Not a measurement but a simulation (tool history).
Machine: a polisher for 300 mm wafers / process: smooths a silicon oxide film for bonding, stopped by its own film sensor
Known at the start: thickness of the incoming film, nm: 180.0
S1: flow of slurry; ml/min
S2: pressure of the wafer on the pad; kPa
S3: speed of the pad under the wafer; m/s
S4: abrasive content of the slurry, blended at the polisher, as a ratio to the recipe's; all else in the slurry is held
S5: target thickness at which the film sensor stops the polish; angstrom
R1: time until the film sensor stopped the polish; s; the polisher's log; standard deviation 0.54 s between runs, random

run  hour   S1    S2  S3  S4    S5      R1
  1     0  295  18.6   1   1  1230  61.141
  2   2.8  295  19.3   1   1  1230  57.453
  3   4.1  295  15.9   1   1  1230  68.946
  4  10.9  295  17.2   1   1  1230  63.551
  5  17.1  295  18.6   1   1  1230  59.687
  6  18.2  295  19.3   1   1  1230  57.833
  7    20  295    20   1   1  1230  56.506
  8  21.7  295  20.7   1   1  1230  54.557

Expected results for the next run?
  9  27.9  295  21.4   1   1  1230   ?

R1: 52.815 s
